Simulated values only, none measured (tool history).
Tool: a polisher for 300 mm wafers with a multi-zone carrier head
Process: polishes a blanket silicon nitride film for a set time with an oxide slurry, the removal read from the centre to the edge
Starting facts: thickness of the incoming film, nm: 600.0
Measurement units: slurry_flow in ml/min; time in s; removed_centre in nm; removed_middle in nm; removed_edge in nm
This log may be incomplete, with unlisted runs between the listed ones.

run    day  slurry_flow  centre_zone  middle_zone  edge_zone  slurry_solids  time  removed_centre  removed_middle  removed_edge
  1      0          155            1            1          1              1    62          27.688          27.508        27.786
  2  0.367          155            1            1          1           0.85    62          23.998          24.587        24.304
  3  0.688          155            1            1          1           0.75    62          21.941          21.846        21.759
  4  0.754          165         1.04            1       1.02           0.85    62          25.433          25.305        24.554
  5  1.108          170         1.07         0.97       1.03           0.95    62          29.434          26.333        27.754
  6  1.317          170         0.99         0.97       1.03           0.95    62          26.952          26.721        26.984

Estimate the outcome of run 7 from the log above:
  7  1.475          180         1.03         0.97       1.05           1.05    62               ?               ?             ?

removed_centre: 30.231 nm
removed_middle: 28.905 nm
removed_edge: 29.487 nm
